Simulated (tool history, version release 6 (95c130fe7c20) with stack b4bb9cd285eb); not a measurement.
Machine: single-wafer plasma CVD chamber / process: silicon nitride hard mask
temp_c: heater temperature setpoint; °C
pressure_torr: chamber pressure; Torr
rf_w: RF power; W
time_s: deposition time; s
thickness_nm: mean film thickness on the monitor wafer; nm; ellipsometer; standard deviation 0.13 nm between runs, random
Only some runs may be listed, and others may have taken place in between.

run,hour,temp_c,pressure_torr,rf_w,time_s,thickness_nm
1,0.0,385,1.13,320,52.2,56.590
2,8.3,385,1.18,320,52.2,57.337
3,14.7,385,1.18,360,52.2,60.515
4,19.4,385,1.20,360,52.2,60.781
5,23.0,385,1.22,360,52.2,60.916
6,26.7,385,1.22,360,52.2,60.694
7,35.5,385,1.25,360,52.2,61.260
8,41.7,385,1.27,360,52.2,61.723
9,47.5,385,1.27,360,52.2,61.691
10,52.3,385,1.29,360,52.2,62.067
11,58.5,385,1.30,360,52.2,62.273
12,60.8,385,1.31,360,52.2,62.501
13,66.5,385,1.32,360,52.2,62.428
14,70.0,385,1.33,360,52.2,62.495

Run 15, settings as shown, results not yet in. Your forecast:
15,70.8,385,1.34,360,52.2,?

thickness_nm: 62.875 nm
